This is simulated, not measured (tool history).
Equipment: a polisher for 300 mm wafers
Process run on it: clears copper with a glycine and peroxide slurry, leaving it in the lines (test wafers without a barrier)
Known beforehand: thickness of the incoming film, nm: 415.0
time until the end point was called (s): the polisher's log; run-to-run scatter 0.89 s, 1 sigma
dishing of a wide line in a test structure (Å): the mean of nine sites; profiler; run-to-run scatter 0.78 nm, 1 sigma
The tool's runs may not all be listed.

run,hour,flow of slurry (ml/min),pressure of the wafer on the pad (kPa),speed of the pad under the wafer (m/s),overpolish time after the end point (s),time until the end point was called (s),dishing of a wide line in a test structure (Å)
1,0,230,19.3,0.98,25,81.343,874.74
2,0.9,230,19.3,1.2,25,71.043,927.2
3,9.5,230,17.9,1.2,25,73.975,906.12
4,14,225,17.2,1.28,20,74.039,782.45
5,17.2,225,17.2,1.28,30,74.897,1061.9
6,25.5,260,16.5,1.32,24,73.253,886.01
7,33.8,260,15.9,1.38,20,74.247,772.53
8,42.5,275,15.9,1.42,17,72.415,681.73

For run 9, what comes out?
9,46.2,285,16.5,1.42,14,?,?

Logged for run 9: time until the end point was called (s) 69.526, dishing of a wide line in a test structure (Å) 597.91.
